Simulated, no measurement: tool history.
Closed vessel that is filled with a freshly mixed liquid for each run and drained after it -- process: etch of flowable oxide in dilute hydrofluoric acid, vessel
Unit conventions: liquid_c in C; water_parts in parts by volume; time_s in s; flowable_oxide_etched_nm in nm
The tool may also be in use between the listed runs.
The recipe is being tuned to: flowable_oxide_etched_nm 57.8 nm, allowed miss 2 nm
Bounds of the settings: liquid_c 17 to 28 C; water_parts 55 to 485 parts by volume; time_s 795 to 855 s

run  hour  liquid_c  water_parts  time_s  flowable_oxide_etched_nm
  1     0        20          270     795                     74.92
  2   1.8      19.5          275     795                    71.187
  3   9.9        19          280     795                    67.479
  4  18.3      18.5          280     795                    66.117
  5  23.1      17.5          290     795                    61.537
  6  31.8      17.5          380     795                    43.075
     38.4  -- hydrofluoric acid flow meter replaced
  7  38.4      21.5          365     795                    60.165
  8  43.1        21          365     795                    59.483

Which of these 5 next moves meets every target?
  A  47.8      21.5          370     830                         ?
  B  47.8        22          405     840                         ?
  C  47.8        23          370     795                         ?
  D  47.8      20.5          355     825                         ?
  E  47.8        21          360     820                         ?

move  flowable_oxide_etched_nm
   A                     63.07
   B                    57.549
   C                    63.587
   D                    63.925
   E                    63.488
A: further off than the last run
B: all results land within tolerance of their targets
C: further off than the last run
D: further off than the last run
E: further off than the last run
The right move is B.
